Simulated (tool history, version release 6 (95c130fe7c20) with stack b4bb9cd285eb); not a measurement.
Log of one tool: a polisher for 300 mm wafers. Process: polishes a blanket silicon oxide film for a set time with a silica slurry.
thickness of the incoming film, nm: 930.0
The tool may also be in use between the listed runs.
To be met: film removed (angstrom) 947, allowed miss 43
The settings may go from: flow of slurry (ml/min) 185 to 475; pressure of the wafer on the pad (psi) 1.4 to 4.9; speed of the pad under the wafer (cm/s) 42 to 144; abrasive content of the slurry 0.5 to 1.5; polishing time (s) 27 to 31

| run | day | flow of slurry (ml/min) | pressure of the wafer on the pad (psi) | speed of the pad under the wafer (cm/s) | abrasive content of the slurry | polishing time (s) | film removed (angstrom) |
|---|---|---|---|---|---|---|---|
| 1 | 0 | 305 | 3.1 | 92 | 1 | 31 | 556.61 |
| 2 | 0.2 | 305 | 2.6 | 92 | 1 | 31 | 500.68 |
| 3 | 0.242 | 305 | 3.3 | 96 | 1 | 31 | 624.99 |
| 4 | 0.462 | 305 | 2.5 | 96 | 1 | 31 | 492.88 |
| 5 | 0.792 | 305 | 3.2 | 98 | 1 | 31 | 636.99 |
| 6 | 1.15 | 305 | 3.6 | 98 | 1 | 31 | 712.26 |
| 7 | 1.304 | 305 | 3.6 | 98 | 1 | 31 | 695.06 |
| 8 | 1.438 | 305 | 4.5 | 100 | 1 | 31 | 867.12 |
| 9 | 1.608 | 305 | 4.6 | 100 | 1 | 31 | 882.8 |

5 next moves are on the table. One of them brings every result within its allowed miss. Which?
| A | 1.779 | 325 | 4.8 | 94 | 0.95 | 27 | ? |
| B | 1.779 | 300 | 4.9 | 104 | 1 | 31 | ? |
| C | 1.779 | 310 | 4.5 | 96 | 1 | 31 | ? |
| D | 1.779 | 245 | 4.3 | 94 | 1.05 | 31 | ? |
| E | 1.779 | 365 | 4 | 106 | 1.3 | 30 | ? |

| move | film removed (angstrom) |
|---|---|
| A | 738.39 |
| B | 945.7 |
| C | 823.15 |
| D | 771.8 |
| E | 852.12 |
A: further off than the last run
B: meets every target
C: further off than the last run
D: further off than the last run
E: further off than the last run
The right move is B.
